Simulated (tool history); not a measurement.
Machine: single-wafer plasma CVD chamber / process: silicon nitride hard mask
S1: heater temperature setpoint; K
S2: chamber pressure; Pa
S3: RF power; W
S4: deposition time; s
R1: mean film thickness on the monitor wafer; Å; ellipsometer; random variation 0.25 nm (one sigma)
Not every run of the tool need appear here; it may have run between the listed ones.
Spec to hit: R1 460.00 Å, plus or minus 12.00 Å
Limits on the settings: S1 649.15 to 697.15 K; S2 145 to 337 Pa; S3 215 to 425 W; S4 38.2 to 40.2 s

run  hour      S1   S2   S3    S4      R1
  1   0.0  673.15  241  320  40.2  550.96
  2   5.3  673.15  227  305  40.0  525.36
  3   6.8  673.15  215  295  39.8  497.54
  4   7.4  664.15  215  295  39.8  498.24
  5  12.5  664.15  204  290  39.8  490.12
  6  18.4  664.15  204  290  40.2  491.28
  7  26.0  664.15  196  285  40.2  480.38
  8  29.7  664.15  191  285  40.2  476.86

Next run, 4 choices. One meets every target within its allowed miss, the rest don't. Which?
  A  33.4  680.15  172  280  40.2   ?
  B  33.4  661.15  220  280  40.2   ?
  C  33.4  652.15  181  270  39.1   ?
  D  33.4  665.15  161  285  38.2   ?

move      R1
   A  453.65
   B  485.71
   C  437.40
   D  433.04
A: in spec on every target
B: further off than the last run
C: carries the result that was furthest off beyond its target, to the other side
D: carries the result that was furthest off beyond its target, to the other side
Answer: A
